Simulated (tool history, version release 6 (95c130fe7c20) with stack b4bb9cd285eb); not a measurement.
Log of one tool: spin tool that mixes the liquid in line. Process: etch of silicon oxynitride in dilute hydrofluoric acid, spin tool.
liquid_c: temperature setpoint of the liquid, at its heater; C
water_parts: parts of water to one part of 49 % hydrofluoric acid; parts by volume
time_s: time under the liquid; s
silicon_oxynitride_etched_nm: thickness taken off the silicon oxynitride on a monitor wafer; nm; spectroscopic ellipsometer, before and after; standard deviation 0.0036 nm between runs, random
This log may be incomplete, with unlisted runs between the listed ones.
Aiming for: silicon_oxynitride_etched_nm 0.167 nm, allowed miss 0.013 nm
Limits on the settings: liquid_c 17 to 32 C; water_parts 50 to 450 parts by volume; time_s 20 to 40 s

Run 1, hour 0: liquid_c 24 C, water_parts 250 parts by volume, time_s 40 s. Result: silicon_oxynitride_etched_nm 0.22762 nm.
Run 2, hour 5.7: liquid_c 27.5 C, water_parts 250 parts by volume, time_s 40 s. Result: silicon_oxynitride_etched_nm 0.27241 nm.
Run 3, hour 8.9: liquid_c 26 C, water_parts 260 parts by volume, time_s 40 s. Result: silicon_oxynitride_etched_nm 0.23737 nm.
Run 4, hour 12.9: liquid_c 25 C, water_parts 265 parts by volume, time_s 40 s. Result: silicon_oxynitride_etched_nm 0.22441 nm.
Run 5, hour 15.7: liquid_c 25 C, water_parts 265 parts by volume, time_s 20 s. Result: silicon_oxynitride_etched_nm 0.11405 nm.
Run 6, hour 24: liquid_c 22.5 C, water_parts 265 parts by volume, time_s 20 s. Result: silicon_oxynitride_etched_nm 0.097856 nm.
Run 7, hour 25.8: liquid_c 26.5 C, water_parts 230 parts by volume, time_s 20 s. Result: silicon_oxynitride_etched_nm 0.1445 nm.
Run 8, hour 28.6: liquid_c 27 C, water_parts 235 parts by volume, time_s 20 s. Result: silicon_oxynitride_etched_nm 0.14219 nm.

Of the 4 settings listed for the next run, only one would bring every result within its allowed miss of target. Which one?
Run A, hour 31.4: liquid_c 24.5 C, water_parts 210 parts by volume, time_s 20 s. Result: silicon_oxynitride_etched_nm ?.
Run B, hour 31.4: liquid_c 27 C, water_parts 300 parts by volume, time_s 40 s. Result: silicon_oxynitride_etched_nm ?.
Run C, hour 31.4: liquid_c 24.5 C, water_parts 260 parts by volume, time_s 30 s. Result: silicon_oxynitride_etched_nm ?.
Run D, hour 31.4: liquid_c 31 C, water_parts 305 parts by volume, time_s 20 s. Result: silicon_oxynitride_etched_nm ?.

move  silicon_oxynitride_etched_nm
   A                       0.14271
   B                       0.20772
   C                       0.16666
   D                       0.11938
A: about as far from the targets as the last run
B: the result that was furthest off in the last run now lies on the other side of its target
C: all results in spec
D: moves away from the targets compared with the last run
So the answer is move C, the one that meets all the targets.
